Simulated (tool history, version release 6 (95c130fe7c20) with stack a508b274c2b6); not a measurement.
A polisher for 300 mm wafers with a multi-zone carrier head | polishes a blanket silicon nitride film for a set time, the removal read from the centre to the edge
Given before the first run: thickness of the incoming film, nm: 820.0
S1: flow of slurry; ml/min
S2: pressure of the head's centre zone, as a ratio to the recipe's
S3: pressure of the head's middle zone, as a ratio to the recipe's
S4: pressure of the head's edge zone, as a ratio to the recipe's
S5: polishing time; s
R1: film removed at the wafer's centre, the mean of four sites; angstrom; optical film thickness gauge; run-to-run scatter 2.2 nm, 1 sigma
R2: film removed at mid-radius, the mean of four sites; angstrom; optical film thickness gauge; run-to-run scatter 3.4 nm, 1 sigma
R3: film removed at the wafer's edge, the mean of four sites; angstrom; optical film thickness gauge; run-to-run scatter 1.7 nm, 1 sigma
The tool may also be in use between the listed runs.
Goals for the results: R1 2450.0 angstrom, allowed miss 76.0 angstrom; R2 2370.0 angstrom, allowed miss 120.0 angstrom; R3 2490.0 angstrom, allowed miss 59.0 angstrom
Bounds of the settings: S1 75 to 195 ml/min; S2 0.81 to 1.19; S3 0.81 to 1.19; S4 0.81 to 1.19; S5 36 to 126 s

run,hour,S1,S2,S3,S4,S5,R1,R2,R3
1,0.0,125,1.00,1.00,1.00,81,1908.2,1890.3,1939.5
2,7.8,125,1.07,1.00,1.00,81,2016.3,1904.9,1935.6
3,9.8,135,1.07,1.01,1.03,83,2099.0,1984.3,2015.5
4,14.2,150,1.07,1.01,1.03,83,2180.0,2075.9,2048.5
5,21.8,155,1.06,1.01,1.06,85,2227.4,2100.5,2159.6
6,28.7,160,1.06,1.02,1.08,86,2255.8,2104.0,2184.6
7,36.5,165,1.05,1.03,1.09,88,2334.3,2267.4,2251.3
8,39.6,170,1.04,1.03,1.11,89,2305.4,2262.0,2351.0
9,41.7,175,1.04,1.03,1.12,89,2361.7,2323.5,2341.9
10,49.4,180,1.04,1.03,1.13,89,2386.7,2342.6,2364.8
11,55.9,180,1.04,1.03,1.14,89,2348.0,2325.1,2379.1
12,63.8,180,1.04,1.03,1.15,89,2374.3,2332.5,2391.9

Exactly one of the 5 candidate moves below puts every result within its allowed miss. Which one?
A,71.7,180,1.11,1.03,1.11,88,?,?,?
B,71.7,130,0.99,0.98,1.19,98,?,?,?
C,71.7,195,1.04,1.06,0.91,89,?,?,?
D,71.7,195,1.04,0.99,1.10,87,?,?,?
E,71.7,195,1.05,1.03,1.19,90,?,?,?

move,R1,R2,R3
A,2469.4,2274.4,2330.2
B,2276.4,2276.2,2567.8
C,2372.9,2388.9,2160.0
D,2318.5,2203.2,2316.2
E,2422.3,2356.4,2493.9
A: lands further from the targets than the last run did
B: moves the result that the last run missed by most past its target, out the other side
C: lands further from the targets than the last run did
D: lands further from the targets than the last run did
E: hits every target within its allowed miss
Move E is the one to make.

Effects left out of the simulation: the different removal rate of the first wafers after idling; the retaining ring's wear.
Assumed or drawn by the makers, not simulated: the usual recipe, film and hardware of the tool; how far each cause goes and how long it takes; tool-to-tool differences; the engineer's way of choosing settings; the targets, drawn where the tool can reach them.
